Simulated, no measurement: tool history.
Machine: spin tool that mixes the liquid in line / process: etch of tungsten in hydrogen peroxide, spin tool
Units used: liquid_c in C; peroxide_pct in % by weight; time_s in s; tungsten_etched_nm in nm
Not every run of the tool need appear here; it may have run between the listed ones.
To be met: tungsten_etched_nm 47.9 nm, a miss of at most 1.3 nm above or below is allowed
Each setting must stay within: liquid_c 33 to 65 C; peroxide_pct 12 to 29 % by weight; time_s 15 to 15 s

run  hour  liquid_c  peroxide_pct  time_s  tungsten_etched_nm
  1     0        49          19.5      15               32.37
  2   1.6        49          23.5      15              35.592
  3   4.8      50.5          23.5      15               39.35
  4  11.1      51.5          23.5      15              41.072
  5  14.1      51.5          19.5      15              37.666
  6  18.7        53          19.5      15               40.84
  7  22.9        54          19.5      15              43.206
  8  28.6        56          19.5      15              49.334

5 next moves are on the table. One of them brings every result within its allowed miss. Which?
  A  34.3        56            18      15                   ?
  B  34.3      54.5          19.5      15                   ?
  C  34.3        57            18      15                   ?
  D  34.3      53.5            21      15                   ?
  E  34.3      55.5            21      15                   ?

move  tungsten_etched_nm
   A              47.437
   B               45.18
   C              50.306
   D              44.171
   E              49.748
A: all results land within tolerance of their targets
B: takes the result that was furthest off past its target
C: its largest miss is bigger than the last run's
D: takes the result that was furthest off past its target
E: its largest miss is bigger than the last run's
Go with A: it meets all targets.
